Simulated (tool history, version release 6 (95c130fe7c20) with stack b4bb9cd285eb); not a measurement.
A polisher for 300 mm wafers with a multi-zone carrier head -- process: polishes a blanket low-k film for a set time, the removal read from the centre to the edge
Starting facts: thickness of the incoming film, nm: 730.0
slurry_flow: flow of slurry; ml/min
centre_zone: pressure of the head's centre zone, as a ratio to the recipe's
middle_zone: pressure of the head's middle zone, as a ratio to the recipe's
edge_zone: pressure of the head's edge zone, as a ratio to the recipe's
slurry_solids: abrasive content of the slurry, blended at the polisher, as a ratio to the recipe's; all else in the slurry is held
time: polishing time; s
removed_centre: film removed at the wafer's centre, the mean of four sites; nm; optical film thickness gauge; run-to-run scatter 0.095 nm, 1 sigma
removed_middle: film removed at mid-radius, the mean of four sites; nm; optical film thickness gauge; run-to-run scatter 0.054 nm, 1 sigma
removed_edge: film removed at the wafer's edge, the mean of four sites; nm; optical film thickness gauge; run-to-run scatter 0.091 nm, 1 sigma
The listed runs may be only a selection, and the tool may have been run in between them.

{"run": 1, "day": 0.0, "slurry_flow": 155, "centre_zone": 1, "middle_zone": 1, "edge_zone": 1, "slurry_solids": 1, "time": 47, "removed_centre": 18.024, "removed_middle": 18.192, "removed_edge": 18.112}
{"run": 2, "day": 0.262, "slurry_flow": 155, "centre_zone": 0.95, "middle_zone": 1, "edge_zone": 1, "slurry_solids": 1, "time": 47, "removed_centre": 17.282, "removed_middle": 18.508, "removed_edge": 17.676}
{"run": 3, "day": 0.346, "slurry_flow": 155, "centre_zone": 0.95, "middle_zone": 1, "edge_zone": 1, "slurry_solids": 1, "time": 58, "removed_centre": 21.485, "removed_middle": 22.597, "removed_edge": 21.297}
{"run": 4, "day": 0.633, "slurry_flow": 155, "centre_zone": 1, "middle_zone": 1, "edge_zone": 1, "slurry_solids": 1, "time": 58, "removed_centre": 22.467, "removed_middle": 22.709, "removed_edge": 21.548}
{"run": 5, "day": 0.754, "slurry_flow": 155, "centre_zone": 1.04, "middle_zone": 1, "edge_zone": 1, "slurry_solids": 1, "time": 58, "removed_centre": 23.508, "removed_middle": 22.548, "removed_edge": 21.739}
{"run": 6, "day": 0.917, "slurry_flow": 155, "centre_zone": 1.04, "middle_zone": 1, "edge_zone": 1, "slurry_solids": 1.1, "time": 58, "removed_centre": 25.281, "removed_middle": 24.042, "removed_edge": 23.29}
{"run": 7, "day": 1.196, "slurry_flow": 140, "centre_zone": 1.02, "middle_zone": 0.98, "edge_zone": 0.96, "slurry_solids": 0.95, "time": 50, "removed_centre": 18.907, "removed_middle": 18.157, "removed_edge": 17.331}
{"run": 8, "day": 1.475, "slurry_flow": 130, "centre_zone": 0.98, "middle_zone": 0.96, "edge_zone": 0.93, "slurry_solids": 0.85, "time": 44, "removed_centre": 14.244, "removed_middle": 14.201, "removed_edge": 13.967}
{"run": 9, "day": 1.592, "slurry_flow": 125, "centre_zone": 0.98, "middle_zone": 0.97, "edge_zone": 0.9, "slurry_solids": 0.75, "time": 39, "removed_centre": 11.112, "removed_middle": 11.184, "removed_edge": 10.693}

Run 10, settings as shown, results not yet in. Your forecast:
{"run": 10, "day": 1.642, "slurry_flow": 120, "centre_zone": 0.97, "middle_zone": 0.97, "edge_zone": 0.88, "slurry_solids": 0.7, "time": 37, "removed_centre": "?", "removed_middle": "?", "removed_edge": "?"}

{"run 10": {"removed_centre": 9.3866, "removed_middle": 9.7018, "removed_edge": 9.0404}}

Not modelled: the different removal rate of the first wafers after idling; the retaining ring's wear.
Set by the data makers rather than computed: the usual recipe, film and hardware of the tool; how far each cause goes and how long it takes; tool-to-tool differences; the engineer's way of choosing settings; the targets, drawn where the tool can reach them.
